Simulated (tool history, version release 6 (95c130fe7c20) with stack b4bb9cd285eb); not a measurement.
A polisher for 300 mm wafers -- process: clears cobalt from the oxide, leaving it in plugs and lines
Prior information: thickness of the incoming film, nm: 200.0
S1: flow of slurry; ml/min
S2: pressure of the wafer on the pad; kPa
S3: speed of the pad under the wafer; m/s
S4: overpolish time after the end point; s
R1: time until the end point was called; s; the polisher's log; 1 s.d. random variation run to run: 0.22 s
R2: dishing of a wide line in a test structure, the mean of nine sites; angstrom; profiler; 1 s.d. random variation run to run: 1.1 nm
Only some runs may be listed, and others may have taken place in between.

| run | day | S1 | S2 | S3 | S4 | R1 | R2 |
|---|---|---|---|---|---|---|---|
| 1 | 0 | 170 | 15.9 | 1.22 | 12 | 30.559 | 470.66 |
| 2 | 0.175 | 210 | 15.9 | 1.22 | 12 | 29.169 | 488.21 |
| 3 | 0.354 | 215 | 17.2 | 1.22 | 13 | 27.035 | 492.08 |
| 4 | 0.683 | 215 | 17.9 | 1.24 | 15 | 25.494 | 552.33 |
| 5 | 0.812 | 215 | 18.6 | 1.24 | 16 | 24.72 | 564.14 |
| 6 | 1.183 | 235 | 18.6 | 1.24 | 16 | 24.917 | 551.68 |
| 7 | 1.388 | 235 | 19.3 | 1.24 | 17 | 23.838 | 583.07 |

Expected results for the next run?
| 8 | 1.625 | 235 | 19.3 | 1.24 | 18 | ? | ? |

{"run 8": {"R1": 23.846, "R2": 601.31}}
